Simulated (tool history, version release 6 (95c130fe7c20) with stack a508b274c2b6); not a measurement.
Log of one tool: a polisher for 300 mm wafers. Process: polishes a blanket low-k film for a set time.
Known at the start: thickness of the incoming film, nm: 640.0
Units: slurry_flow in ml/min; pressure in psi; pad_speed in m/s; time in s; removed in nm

{"run": 1, "hour": 0.0, "slurry_flow": 140, "pressure": 1.9, "pad_speed": 0.96, "slurry_solids": 1.0, "time": 63, "removed": 27.123}
{"run": 2, "hour": 7.1, "slurry_flow": 140, "pressure": 1.9, "pad_speed": 0.96, "slurry_solids": 0.85, "time": 63, "removed": 25.4}
{"run": 3, "hour": 15.2, "slurry_flow": 135, "pressure": 1.8, "pad_speed": 0.96, "slurry_solids": 0.85, "time": 63, "removed": 23.925}
{"run": 4, "hour": 24.2, "slurry_flow": 130, "pressure": 1.7, "pad_speed": 0.96, "slurry_solids": 0.85, "time": 63, "removed": 22.56}
{"run": 5, "hour": 29.1, "slurry_flow": 130, "pressure": 1.7, "pad_speed": 0.82, "slurry_solids": 0.85, "time": 63, "removed": 19.797}
{"run": 6, "hour": 32.9, "slurry_flow": 130, "pressure": 1.7, "pad_speed": 0.82, "slurry_solids": 0.85, "time": 67, "removed": 21.146}
{"run": 7, "hour": 37.6, "slurry_flow": 125, "pressure": 1.6, "pad_speed": 0.82, "slurry_solids": 0.85, "time": 67, "removed": 19.69}

The next listed run, before its measurement:
{"run": 8, "hour": 41.1, "slurry_flow": 120, "pressure": 1.5, "pad_speed": 0.82, "slurry_solids": 0.85, "time": 67, "removed": "?"}

Run 8 gave removed 18.157 nm.

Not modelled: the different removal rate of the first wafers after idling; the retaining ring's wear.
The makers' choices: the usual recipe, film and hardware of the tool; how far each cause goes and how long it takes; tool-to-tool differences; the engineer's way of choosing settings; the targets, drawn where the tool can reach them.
